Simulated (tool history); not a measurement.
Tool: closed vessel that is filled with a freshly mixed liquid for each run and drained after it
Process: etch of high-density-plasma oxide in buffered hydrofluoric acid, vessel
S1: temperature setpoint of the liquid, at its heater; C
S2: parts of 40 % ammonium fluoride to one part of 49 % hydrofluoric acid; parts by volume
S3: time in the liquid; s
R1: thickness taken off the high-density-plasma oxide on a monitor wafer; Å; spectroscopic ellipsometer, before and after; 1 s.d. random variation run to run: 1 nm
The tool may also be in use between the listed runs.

{"run": 1, "day": 0.0, "S1": 24, "S2": 17.5, "S3": 100, "R1": 1375.6}
{"run": 2, "day": 0.312, "S1": 24, "S2": 17.5, "S3": 100, "R1": 1379.8}
{"run": 3, "day": 0.446, "S1": 24, "S2": 17.5, "S3": 100, "R1": 1359.3}
{"run": 4, "day": 0.825, "S1": 26.5, "S2": 17.5, "S3": 100, "R1": 1568.3}
{"run": 5, "day": 1.162, "S1": 26.5, "S2": 17.5, "S3": 105, "R1": 1681.1}
{"run": 6, "day": 1.504, "S1": 26.5, "S2": 14, "S3": 105, "R1": 2038.9}
{"run": 7, "day": 1.854, "S1": 25, "S2": 14, "S3": 105, "R1": 1914.2}
{"run": 8, "day": 1.929, "S1": 23.5, "S2": 14.5, "S3": 105, "R1": 1682.1}

Predict the results of run 9:
{"run": 9, "day": 2.075, "S1": 22.5, "S2": 14.5, "S3": 105, "R1": "?"}

For run 9 the tool returned R1 1605 Å.
